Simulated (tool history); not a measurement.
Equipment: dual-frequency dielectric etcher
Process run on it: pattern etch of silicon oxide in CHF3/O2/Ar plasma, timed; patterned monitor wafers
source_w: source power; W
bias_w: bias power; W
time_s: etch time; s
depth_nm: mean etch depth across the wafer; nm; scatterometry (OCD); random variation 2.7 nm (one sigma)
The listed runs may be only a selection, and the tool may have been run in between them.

| run | hour | source_w | bias_w | time_s | depth_nm |
|---|---|---|---|---|---|
| 1 | 0 | 820 | 126 | 563 | 1170 |
| 2 | 7.4 | 760 | 125 | 563 | 1139.9 |
| 3 | 14 | 760 | 147 | 563 | 1192.8 |
| 4 | 21.4 | 760 | 128 | 563 | 1145.3 |
| 5 | 26.4 | 760 | 145 | 563 | 1186.8 |
| 6 | 29.2 | 690 | 144 | 563 | 1142.5 |
| 7 | 30.8 | 650 | 143 | 563 | 1116.2 |

Run 8, settings as shown, results not yet in. Your forecast:
| 8 | 32 | 620 | 142 | 563 | ? |

{"run 8": {"depth_nm": 1091.1}}
